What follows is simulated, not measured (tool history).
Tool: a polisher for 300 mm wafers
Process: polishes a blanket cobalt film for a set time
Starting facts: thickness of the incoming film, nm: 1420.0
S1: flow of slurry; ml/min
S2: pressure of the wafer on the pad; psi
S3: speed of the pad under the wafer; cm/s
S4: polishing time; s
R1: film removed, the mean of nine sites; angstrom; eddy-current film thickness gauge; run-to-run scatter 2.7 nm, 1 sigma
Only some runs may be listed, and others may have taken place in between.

run	hour	S1	S2	S3	S4	R1
1	0	295	2.1	76	53	2497
2	6.4	300	2.4	76	53	2758.4
3	8.4	300	2.6	78	53	2987.8
4	10.2	300	2.8	80	53	3241.1
5	13.5	300	3.2	80	53	3570.4
6	16.4	300	3.2	66	53	3041.5
7	21.2	305	3.2	72	53	3282.9

The next listed run, before its measurement:
8	24.8	305	3.2	72	53	?

R1: 3341.6 angstrom
